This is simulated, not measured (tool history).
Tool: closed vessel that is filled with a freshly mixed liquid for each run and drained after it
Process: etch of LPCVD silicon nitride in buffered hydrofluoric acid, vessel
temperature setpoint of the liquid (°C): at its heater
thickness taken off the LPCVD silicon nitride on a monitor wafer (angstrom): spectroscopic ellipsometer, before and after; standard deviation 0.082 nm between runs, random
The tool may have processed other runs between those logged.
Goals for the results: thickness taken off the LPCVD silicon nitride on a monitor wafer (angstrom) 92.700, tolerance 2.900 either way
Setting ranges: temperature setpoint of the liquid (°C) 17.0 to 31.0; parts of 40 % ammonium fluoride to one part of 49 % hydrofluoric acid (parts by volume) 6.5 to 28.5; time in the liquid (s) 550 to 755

run    day  temperature setpoint of the liquid (°C)  parts of 40 % ammonium fluoride to one part of 49 % hydrofluoric acid (parts by volume)  time in the liquid (s)  thickness taken off the LPCVD silicon nitride on a monitor wafer (angstrom)
  1  0.000                                     23.0                                                                                     17.5                     755                                                                       62.221
  2  0.312                                     25.0                                                                                     17.5                     755                                                                       69.921
  3  0.392                                     26.5                                                                                     17.5                     755                                                                       76.765
  4  0.617                                     27.5                                                                                     17.5                     755                                                                       78.755
  5  0.983                                     27.5                                                                                     19.5                     755                                                                       71.078
  6  1.254                                     28.5                                                                                     19.0                     755                                                                       76.938
  7  1.462                                     29.0                                                                                     18.5                     755                                                                       81.339
  8  1.733                                     29.5                                                                                     18.5                     755                                                                       84.546

Which one of the following 5 next-run settings gets every result inside its allowed miss? There is exactly one.
  A  2.004                                     29.0                                                                                     17.5                     720                                                                            ?
  B  2.004                                     31.0                                                                                     18.0                     755                                                                            ?
  C  2.004                                     31.0                                                                                     15.5                     725                                                                            ?
  D  2.004                                     29.0                                                                                     15.5                     755                                                                            ?
  E  2.004                                     31.0                                                                                     16.5                     735                                                                            ?

move  thickness taken off the LPCVD silicon nitride on a monitor wafer (angstrom)
   A                                                                       81.846
   B                                                                       92.758
   C                                                                      103.140
   D                                                                       96.687
   E                                                                       98.350
A: the biggest miss grows against the last run
B: all results in spec
C: carries the result that was furthest off beyond its target, to the other side
D: carries the result that was furthest off beyond its target, to the other side
E: carries the result that was furthest off beyond its target, to the other side
Answer: B

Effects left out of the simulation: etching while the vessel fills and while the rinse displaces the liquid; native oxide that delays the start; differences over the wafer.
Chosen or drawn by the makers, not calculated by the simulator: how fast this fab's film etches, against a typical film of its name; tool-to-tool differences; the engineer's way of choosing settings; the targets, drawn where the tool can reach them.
